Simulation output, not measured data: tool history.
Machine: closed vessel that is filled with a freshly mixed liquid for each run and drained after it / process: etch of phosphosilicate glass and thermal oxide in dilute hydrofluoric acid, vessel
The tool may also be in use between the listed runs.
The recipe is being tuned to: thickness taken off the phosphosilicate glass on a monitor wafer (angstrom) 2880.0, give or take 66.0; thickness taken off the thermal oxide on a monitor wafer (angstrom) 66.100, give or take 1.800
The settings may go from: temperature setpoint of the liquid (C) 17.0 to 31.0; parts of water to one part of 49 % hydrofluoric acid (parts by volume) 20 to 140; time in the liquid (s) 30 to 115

| run | day | temperature setpoint of the liquid (C) | parts of water to one part of 49 % hydrofluoric acid (parts by volume) | time in the liquid (s) | thickness taken off the phosphosilicate glass on a monitor wafer (angstrom) | thickness taken off the thermal oxide on a monitor wafer (angstrom) |
|---|---|---|---|---|---|---|
| 1 | 0.000 | 23.0 | 75 | 60 | 1677.3 | 38.948 |
| 2 | 0.192 | 24.5 | 70 | 60 | 1956.7 | 44.128 |
| 3 | 0.417 | 24.5 | 55 | 60 | 2482.3 | 57.574 |
| 4 | 0.608 | 25.0 | 55 | 60 | 2569.5 | 58.856 |
| 5 | 0.900 | 25.0 | 55 | 45 | 1930.9 | 44.542 |
| 6 | 0.954 | 26.0 | 55 | 45 | 2007.9 | 45.908 |
| 7 | 1.200 | 26.5 | 55 | 45 | 2031.9 | 46.257 |
| 8 | 1.312 | 27.0 | 50 | 45 | 2290.4 | 53.218 |
| 9 | 1.679 | 31.0 | 45 | 45 | 3025.5 | 69.865 |
| 10 | 1.871 | 30.5 | 45 | 45 | 2971.6 | 68.967 |

Pick the move, out of 4, that brings all results within their allowed miss; only one does.
| A | 2.062 | 29.0 | 45 | 50 | ? | ? |
| B | 2.062 | 29.5 | 45 | 45 | ? | ? |
| C | 2.062 | 28.5 | 60 | 70 | ? | ? |
| D | 2.062 | 30.5 | 65 | 70 | ? | ? |

| move | thickness taken off the phosphosilicate glass on a monitor wafer (angstrom) | thickness taken off the thermal oxide on a monitor wafer (angstrom) |
|---|---|---|
| A | 3112.3 | 71.426 |
| B | 2857.1 | 65.571 |
| C | 3133.3 | 71.909 |
| D | 3103.4 | 71.222 |
A: lands further from the targets than the last run did
B: each result inside its tolerance
C: lands further from the targets than the last run did
D: lands further from the targets than the last run did
The move that meets every target is B.

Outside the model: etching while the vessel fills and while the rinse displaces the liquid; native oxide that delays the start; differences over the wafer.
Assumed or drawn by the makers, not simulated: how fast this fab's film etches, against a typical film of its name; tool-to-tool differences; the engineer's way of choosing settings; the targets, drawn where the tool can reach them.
